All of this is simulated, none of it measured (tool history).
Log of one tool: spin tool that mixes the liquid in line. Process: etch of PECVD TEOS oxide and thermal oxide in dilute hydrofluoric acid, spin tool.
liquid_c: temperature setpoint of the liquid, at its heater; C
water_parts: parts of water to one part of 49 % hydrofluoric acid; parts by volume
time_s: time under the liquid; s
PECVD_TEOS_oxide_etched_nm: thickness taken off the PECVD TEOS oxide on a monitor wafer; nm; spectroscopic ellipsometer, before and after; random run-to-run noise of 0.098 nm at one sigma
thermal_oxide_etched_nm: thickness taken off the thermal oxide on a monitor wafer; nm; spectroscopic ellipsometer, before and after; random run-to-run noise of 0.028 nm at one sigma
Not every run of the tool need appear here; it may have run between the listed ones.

Run 1, hour 0: liquid_c 26 C, water_parts 200 parts by volume, time_s 180 s. Result: PECVD_TEOS_oxide_etched_nm 27 nm, thermal_oxide_etched_nm 4.8117 nm.
Run 2, hour 6.2: liquid_c 26 C, water_parts 155 parts by volume, time_s 180 s. Result: PECVD_TEOS_oxide_etched_nm 36.61 nm, thermal_oxide_etched_nm 6.5711 nm.
Run 3, hour 9.6: liquid_c 23.5 C, water_parts 170 parts by volume, time_s 180 s. Result: PECVD_TEOS_oxide_etched_nm 29.628 nm, thermal_oxide_etched_nm 5.3822 nm.
Run 4, hour 15: liquid_c 22 C, water_parts 180 parts by volume, time_s 180 s. Result: PECVD_TEOS_oxide_etched_nm 26.186 nm, thermal_oxide_etched_nm 4.7575 nm.
Run 5, hour 23.7: liquid_c 22 C, water_parts 150 parts by volume, time_s 180 s. Result: PECVD_TEOS_oxide_etched_nm 32.605 nm, thermal_oxide_etched_nm 5.8926 nm.
Run 6, hour 31.8: liquid_c 22 C, water_parts 150 parts by volume, time_s 130 s. Result: PECVD_TEOS_oxide_etched_nm 23.468 nm, thermal_oxide_etched_nm 4.1824 nm.
Run 7, hour 32.5: liquid_c 21 C, water_parts 150 parts by volume, time_s 130 s. Result: PECVD_TEOS_oxide_etched_nm 22.376 nm, thermal_oxide_etched_nm 4.0433 nm.
Run 8, hour 38.2: liquid_c 20.5 C, water_parts 150 parts by volume, time_s 130 s. Result: PECVD_TEOS_oxide_etched_nm 22.162 nm, thermal_oxide_etched_nm 3.9772 nm.
Run 9, hour 41.8: liquid_c 20 C, water_parts 150 parts by volume, time_s 130 s. Result: PECVD_TEOS_oxide_etched_nm 21.598 nm, thermal_oxide_etched_nm 3.9172 nm.

Run 10 has not been measured yet. What should we expect?
At hour 44.1: hydrofluoric acid flow meter replaced.
Run 10, hour 44.1: liquid_c 19.5 C, water_parts 150 parts by volume, time_s 130 s. Result: PECVD_TEOS_oxide_etched_nm ?, thermal_oxide_etched_nm ?.

Run 10 measured PECVD_TEOS_oxide_etched_nm 19.827 nm, thermal_oxide_etched_nm 3.5395 nm.
